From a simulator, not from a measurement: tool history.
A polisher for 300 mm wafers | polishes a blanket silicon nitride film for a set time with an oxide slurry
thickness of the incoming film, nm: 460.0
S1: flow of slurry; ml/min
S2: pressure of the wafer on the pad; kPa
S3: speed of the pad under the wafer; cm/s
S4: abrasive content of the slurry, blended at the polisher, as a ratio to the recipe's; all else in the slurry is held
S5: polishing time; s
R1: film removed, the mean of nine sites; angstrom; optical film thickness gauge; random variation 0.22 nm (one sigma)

Run 1, hour 0: S1 135 ml/min, S2 24.1 kPa, S3 136 cm/s, S4 1, S5 53 s. Result: R1 478.85 angstrom.
Run 2, hour 4.4: S1 135 ml/min, S2 21.4 kPa, S3 136 cm/s, S4 1, S5 53 s. Result: R1 426.92 angstrom.
Run 3, hour 11.5: S1 130 ml/min, S2 20 kPa, S3 136 cm/s, S4 1, S5 53 s. Result: R1 403.08 angstrom.
Run 4, hour 15.6: S1 130 ml/min, S2 20 kPa, S3 136 cm/s, S4 1, S5 53 s. Result: R1 401.75 angstrom.
Run 5, hour 16.9: S1 130 ml/min, S2 20 kPa, S3 136 cm/s, S4 1, S5 53 s. Result: R1 399.3 angstrom.
Run 6, hour 18.1: S1 125 ml/min, S2 19.3 kPa, S3 136 cm/s, S4 1, S5 53 s. Result: R1 382.5 angstrom.
Run 7, hour 22.3: S1 120 ml/min, S2 18.6 kPa, S3 136 cm/s, S4 1, S5 53 s. Result: R1 372.74 angstrom.
Run 8, hour 28.9: S1 115 ml/min, S2 17.9 kPa, S3 136 cm/s, S4 1, S5 53 s. Result: R1 358 angstrom.

Forecast run 9:
Run 9, hour 30.8: S1 110 ml/min, S2 17.2 kPa, S3 136 cm/s, S4 1, S5 53 s. Result: R1 ?.

R1: 343.43 angstrom
